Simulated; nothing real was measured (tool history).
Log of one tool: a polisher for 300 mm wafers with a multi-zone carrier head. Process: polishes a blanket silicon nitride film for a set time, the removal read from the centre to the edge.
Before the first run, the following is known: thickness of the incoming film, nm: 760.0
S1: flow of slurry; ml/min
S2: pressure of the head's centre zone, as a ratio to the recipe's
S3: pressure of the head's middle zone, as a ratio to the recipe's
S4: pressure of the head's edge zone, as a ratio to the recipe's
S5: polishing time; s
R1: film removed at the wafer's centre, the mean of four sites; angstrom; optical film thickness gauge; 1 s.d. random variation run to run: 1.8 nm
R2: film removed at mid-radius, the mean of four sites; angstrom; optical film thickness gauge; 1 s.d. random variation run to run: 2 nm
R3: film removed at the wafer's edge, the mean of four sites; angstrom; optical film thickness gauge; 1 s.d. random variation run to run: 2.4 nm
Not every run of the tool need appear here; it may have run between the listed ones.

run 1 hour=0 | S1=135 S2=1 S3=1 S4=1 S5=79 | R1=1693.9 R2=1725.4 R3=1721.3
run 2 hour=4 | S1=135 S2=1 S3=0.95 S4=1 S5=79 | R1=1702.1 R2=1666.8 R3=1735.2
run 3 hour=5 | S1=125 S2=1 S3=0.95 S4=1 S5=79 | R1=1641.4 R2=1619.6 R3=1704.9
run 4 hour=12.6 | S1=125 S2=1 S3=1.04 S4=1 S5=79 | R1=1657.4 R2=1743.3 R3=1712.9
run 5 hour=15.3 | S1=125 S2=1 S3=1.04 S4=1 S5=92 | R1=1950 R2=2028 R3=1980.1
run 6 hour=16.4 | S1=145 S2=1 S3=1.04 S4=1 S5=92 | R1=2011.5 R2=2090.6 R3=1998
run 7 hour=23.8 | S1=150 S2=1.01 S3=1.04 S4=1.02 S5=93 | R1=2076.8 R2=2135.3 R3=2115.5
run 8 hour=25.4 | S1=185 S2=1.1 S3=1.11 S4=1.06 S5=94 | R1=2374.3 R2=2324.1 R3=2189.4

Forecast run 9:
run 9 hour=27.9 | S1=185 S2=1.1 S3=1.11 S4=1.07 S5=94 | R1=? R2=? R3=?

{"run 9": {"R1": 2386, "R2": 2374.1, "R3": 2194.8}}
